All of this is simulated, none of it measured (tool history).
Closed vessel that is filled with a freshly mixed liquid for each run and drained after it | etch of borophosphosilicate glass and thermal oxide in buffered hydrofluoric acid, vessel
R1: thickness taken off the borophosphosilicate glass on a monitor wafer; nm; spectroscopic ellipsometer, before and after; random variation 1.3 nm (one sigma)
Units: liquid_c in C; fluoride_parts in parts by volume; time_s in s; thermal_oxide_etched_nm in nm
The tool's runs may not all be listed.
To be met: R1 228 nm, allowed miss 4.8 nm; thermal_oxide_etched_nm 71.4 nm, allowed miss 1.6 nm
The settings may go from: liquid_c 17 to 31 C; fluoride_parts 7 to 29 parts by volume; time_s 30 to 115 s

run 1 hour=0 | liquid_c=23 fluoride_parts=18 time_s=60 | R1=128.24 thermal_oxide_etched_nm=40.014
run 2 hour=2.7 | liquid_c=25 fluoride_parts=17.5 time_s=60 | R1=145.9 thermal_oxide_etched_nm=45.899
run 3 hour=4.6 | liquid_c=26.5 fluoride_parts=17 time_s=60 | R1=162.14 thermal_oxide_etched_nm=51.193
run 4 hour=9.9 | liquid_c=26.5 fluoride_parts=21 time_s=60 | R1=133.79 thermal_oxide_etched_nm=42.04
run 5 hour=16.7 | liquid_c=27.5 fluoride_parts=19.5 time_s=60 | R1=149.53 thermal_oxide_etched_nm=47.034
run 6 hour=21.9 | liquid_c=27.5 fluoride_parts=19.5 time_s=50 | R1=125.18 thermal_oxide_etched_nm=39.392
run 7 hour=26.7 | liquid_c=28.5 fluoride_parts=17.5 time_s=50 | R1=146.03 thermal_oxide_etched_nm=45.897
run 8 hour=35.5 | liquid_c=29 fluoride_parts=16 time_s=50 | R1=164.85 thermal_oxide_etched_nm=51.252
run 9 hour=42.4 | liquid_c=29.5 fluoride_parts=15 time_s=50 | R1=179.66 thermal_oxide_etched_nm=56.649
run 10 hour=47.6 | liquid_c=30 fluoride_parts=14.5 time_s=50 | R1=191.23 thermal_oxide_etched_nm=59.6
run 11 hour=55.1 | liquid_c=30 fluoride_parts=14 time_s=50 | R1=197.75 thermal_oxide_etched_nm=62.097
run 12 hour=63.1 | liquid_c=30 fluoride_parts=13.5 time_s=50 | R1=202.21 thermal_oxide_etched_nm=64.567
run 13 hour=67.9 | liquid_c=30.5 fluoride_parts=13 time_s=50 | R1=217.9 thermal_oxide_etched_nm=68.419
-- hour=69.9 thermometer replaced
run 14 hour=69.9 | liquid_c=31 fluoride_parts=13 time_s=50 | R1=198.34 thermal_oxide_etched_nm=62.823
run 15 hour=78.3 | liquid_c=31 fluoride_parts=12.5 time_s=50 | R1=209.49 thermal_oxide_etched_nm=65.175
run 16 hour=82.3 | liquid_c=31 fluoride_parts=12 time_s=50 | R1=214.78 thermal_oxide_etched_nm=68.27
run 17 hour=83.7 | liquid_c=31 fluoride_parts=11 time_s=50 | R1=235.32 thermal_oxide_etched_nm=73.574

Which of these 4 next moves meets every target?
run A hour=85.1 | liquid_c=29 fluoride_parts=7.5 time_s=40 | R1=? thermal_oxide_etched_nm=?
run B hour=85.1 | liquid_c=31 fluoride_parts=24.5 time_s=105 | R1=? thermal_oxide_etched_nm=?
run C hour=85.1 | liquid_c=30.5 fluoride_parts=13.5 time_s=65 | R1=? thermal_oxide_etched_nm=?
run D hour=85.1 | liquid_c=28 fluoride_parts=9.5 time_s=50 | R1=? thermal_oxide_etched_nm=?

move=A R1=241.37 thermal_oxide_etched_nm=75.967
move=B R1=237.36 thermal_oxide_etched_nm=75.226
move=C R1=242.18 thermal_oxide_etched_nm=76.603
move=D R1=226.69 thermal_oxide_etched_nm=71.469
A: further off than the last run
B: further off than the last run
C: further off than the last run
D: meets every target
The right move is D.

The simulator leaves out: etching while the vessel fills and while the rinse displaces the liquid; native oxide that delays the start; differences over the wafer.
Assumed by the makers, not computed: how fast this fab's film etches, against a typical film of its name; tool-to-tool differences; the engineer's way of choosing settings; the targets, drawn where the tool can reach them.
